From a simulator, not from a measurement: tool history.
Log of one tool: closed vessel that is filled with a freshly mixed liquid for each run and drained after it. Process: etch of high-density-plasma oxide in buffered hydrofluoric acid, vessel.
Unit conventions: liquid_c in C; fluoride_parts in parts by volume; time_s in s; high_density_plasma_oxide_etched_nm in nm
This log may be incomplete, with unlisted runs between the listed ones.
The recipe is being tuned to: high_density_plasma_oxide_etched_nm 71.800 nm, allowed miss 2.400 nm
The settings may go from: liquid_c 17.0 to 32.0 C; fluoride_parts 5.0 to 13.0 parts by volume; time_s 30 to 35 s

run    day  liquid_c  fluoride_parts  time_s  high_density_plasma_oxide_etched_nm
  1  0.000      24.0             8.0      35                               75.839
  2  0.083      24.0             9.5      35                               64.651
  3  0.225      24.0            10.5      35                               58.823
  4  0.333      24.0            10.5      30                               50.869
  5  0.683      25.0            10.5      30                               54.510
  6  0.975      25.0            10.5      35                               62.598
  7  1.112      25.5            10.5      35                               64.393
  8  1.408      26.0            10.5      35                               66.223
  9  1.725      26.5            10.5      35                               67.524
     1.838  -- thermometer replaced
 10  1.838      27.0            10.5      35                               76.408

Which one of the following 5 next-run settings gets every result inside its allowed miss? There is exactly one.
  A  1.950      30.5            10.5      30                                    ?
  B  1.950      28.0            11.0      35                                    ?
  C  1.950      27.5            10.5      30                                    ?
  D  1.950      25.0             9.0      30                                    ?
  E  1.950      27.0            11.0      35                                    ?

move  high_density_plasma_oxide_etched_nm
   A                               79.275
   B                               77.482
   C                               67.664
   D                               66.283
   E                               73.459
A: misses by more than the last run did
B: misses by more than the last run did
C: moves the result that the last run missed by most past its target, out the other side
D: moves the result that the last run missed by most past its target, out the other side
E: meets every target
So the answer is move E, the one that meets all the targets.
